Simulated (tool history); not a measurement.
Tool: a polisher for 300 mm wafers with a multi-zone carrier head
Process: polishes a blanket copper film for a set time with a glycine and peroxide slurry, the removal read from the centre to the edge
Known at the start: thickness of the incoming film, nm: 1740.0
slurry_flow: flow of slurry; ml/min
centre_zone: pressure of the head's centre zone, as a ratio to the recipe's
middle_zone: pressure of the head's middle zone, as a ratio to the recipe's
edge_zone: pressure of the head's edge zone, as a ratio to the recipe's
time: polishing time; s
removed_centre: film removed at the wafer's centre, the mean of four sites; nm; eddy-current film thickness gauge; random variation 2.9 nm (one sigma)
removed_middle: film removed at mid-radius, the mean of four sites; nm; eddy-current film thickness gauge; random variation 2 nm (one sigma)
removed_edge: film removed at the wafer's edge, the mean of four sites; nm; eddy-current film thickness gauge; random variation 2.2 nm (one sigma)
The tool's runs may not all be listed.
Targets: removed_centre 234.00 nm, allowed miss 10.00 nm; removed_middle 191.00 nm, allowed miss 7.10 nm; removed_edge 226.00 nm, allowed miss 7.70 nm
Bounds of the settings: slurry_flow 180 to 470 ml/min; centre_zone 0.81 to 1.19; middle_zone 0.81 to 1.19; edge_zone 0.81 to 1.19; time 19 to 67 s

run  hour  slurry_flow  centre_zone  middle_zone  edge_zone  time  removed_centre  removed_middle  removed_edge
  1   0.0          300         1.00         1.00       1.00    43          170.07          170.14        173.98
  2   7.2          300         1.02         0.99       1.03    44          175.02          170.35        178.71
  3   9.9          300         1.04         0.98       1.05    46          193.26          181.38        187.80
  4  17.9          300         1.04         0.95       1.07    47          194.25          174.80        195.96
  5  18.4          300         1.04         0.95       1.07    42          174.10          155.00        176.81
  6  21.9          300         1.04         0.95       1.07    48          195.81          180.18        198.21
  7  29.9          305         1.05         0.94       1.09    49          204.11          180.56        206.32
  8  37.9          310         1.06         0.94       1.10    49          200.61          179.89        207.60
  9  42.1          310         1.06         0.94       1.10    49          208.41          183.75        202.92
 10  42.8          305         1.06         0.93       1.10    50          205.05          186.17        208.66
 11  51.7          310         1.08         0.92       1.12    50          215.07          182.00        212.16
 12  59.3          310         1.09         0.92       1.13    50          216.77          182.99        217.28
     59.9  -- edge zone pressure recalibrated
 13  59.9          310         1.10         0.92       1.13    50          213.09          184.11        208.26

Which of these 5 next moves meets every target?
  A  60.5          285         1.19         0.89       1.06    50               ?               ?             ?
  B  60.5          220         0.83         0.91       1.16    59               ?               ?             ?
  C  60.5          420         1.05         0.84       1.07    55               ?               ?             ?
  D  60.5          265         1.18         0.99       1.07    51               ?               ?             ?
  E  60.5          295         1.19         1.00       1.09    46               ?               ?             ?

move  removed_centre  removed_middle  removed_edge
   A          234.15          175.83        198.65
   B          187.30          206.74        238.82
   C          234.22          190.08        224.31
   D          235.36          194.47        202.16
   E          216.26          178.46        184.93
A: further off than the last run
B: takes the result that was furthest off past its target
C: meets every target
D: further off than the last run
E: further off than the last run
Answer: C

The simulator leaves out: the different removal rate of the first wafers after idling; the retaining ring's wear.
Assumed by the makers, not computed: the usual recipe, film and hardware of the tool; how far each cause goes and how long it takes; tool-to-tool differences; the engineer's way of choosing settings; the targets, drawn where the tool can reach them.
